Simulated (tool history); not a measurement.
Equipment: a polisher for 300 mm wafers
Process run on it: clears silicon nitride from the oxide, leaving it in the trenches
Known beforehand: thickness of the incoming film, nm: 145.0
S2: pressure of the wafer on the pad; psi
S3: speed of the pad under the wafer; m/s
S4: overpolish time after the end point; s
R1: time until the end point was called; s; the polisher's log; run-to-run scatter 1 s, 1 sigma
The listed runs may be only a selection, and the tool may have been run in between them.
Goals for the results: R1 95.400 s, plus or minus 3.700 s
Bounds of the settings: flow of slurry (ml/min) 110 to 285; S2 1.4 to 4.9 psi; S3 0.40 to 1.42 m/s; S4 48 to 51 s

Run 1, hour 0.0: flow of slurry (ml/min) 180, S2 3.1 psi, S3 0.90 m/s, S4 48 s. Result: R1 176.840 s.
Run 2, hour 2.3: flow of slurry (ml/min) 180, S2 2.4 psi, S3 0.90 m/s, S4 48 s. Result: R1 220.190 s.
Run 3, hour 11.0: flow of slurry (ml/min) 180, S2 2.4 psi, S3 0.90 m/s, S4 51 s. Result: R1 223.390 s.
Run 4, hour 14.7: flow of slurry (ml/min) 185, S2 3.0 psi, S3 0.90 m/s, S4 51 s. Result: R1 177.420 s.
Run 5, hour 17.5: flow of slurry (ml/min) 185, S2 3.0 psi, S3 0.90 m/s, S4 51 s. Result: R1 181.200 s.
Run 6, hour 26.2: flow of slurry (ml/min) 190, S2 3.5 psi, S3 0.90 m/s, S4 51 s. Result: R1 152.430 s.
Run 7, hour 31.3: flow of slurry (ml/min) 195, S2 3.8 psi, S3 0.90 m/s, S4 51 s. Result: R1 141.070 s.
Run 8, hour 39.3: flow of slurry (ml/min) 200, S2 4.7 psi, S3 1.00 m/s, S4 51 s. Result: R1 103.140 s.

Consider the 4 candidate settings below. Which is the only one whose results all fall within their allowed miss of target?
Run A, hour 47.3: flow of slurry (ml/min) 220, S2 4.7 psi, S3 1.06 m/s, S4 48 s. Result: R1 ?.
Run B, hour 47.3: flow of slurry (ml/min) 285, S2 4.9 psi, S3 0.92 m/s, S4 48 s. Result: R1 ?.
Run C, hour 47.3: flow of slurry (ml/min) 210, S2 4.8 psi, S3 0.92 m/s, S4 50 s. Result: R1 ?.
Run D, hour 47.3: flow of slurry (ml/min) 170, S2 4.2 psi, S3 1.04 m/s, S4 51 s. Result: R1 ?.

move       R1
   A   96.696
   B  103.600
   C  109.350
   D  113.990
A: all results in spec
B: its largest miss is bigger than the last run's
C: its largest miss is bigger than the last run's
D: its largest miss is bigger than the last run's
A is the move that brings every result within its allowed miss.

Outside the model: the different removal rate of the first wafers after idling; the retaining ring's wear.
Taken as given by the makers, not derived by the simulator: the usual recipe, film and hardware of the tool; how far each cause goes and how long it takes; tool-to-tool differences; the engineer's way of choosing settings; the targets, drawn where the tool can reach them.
